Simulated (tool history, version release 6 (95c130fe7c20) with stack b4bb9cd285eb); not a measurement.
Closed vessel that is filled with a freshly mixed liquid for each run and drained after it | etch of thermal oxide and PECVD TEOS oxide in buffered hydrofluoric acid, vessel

run	day	temperature setpoint of the liquid (K)	parts of 40 % ammonium fluoride to one part of 49 % hydrofluoric acid (parts by volume)	time in the liquid (s)	thickness taken off the thermal oxide on a monitor wafer (Å)	thickness taken off the PECVD TEOS oxide on a monitor wafer (Å)
1	0	295.15	16	60	384.7	494.8
2	0.058	297.65	14	60	515.4	637.6
3	0.129	297.65	14	40	340.57	422.75
4	0.479	297.65	11	40	419.2	533.46
5	0.579	294.65	11	40	360.07	456.78
6	0.642	297.15	9.5	40	479.1	599.28
7	0.817	298.65	8.5	40	570.71	721.21

Forecast run 8:
8	0.983	298.65	8.5	40	?	?

{"run 8": {"thickness taken off the thermal oxide on a monitor wafer (Å)": 563.93, "thickness taken off the PECVD TEOS oxide on a monitor wafer (Å)": 704.26}}
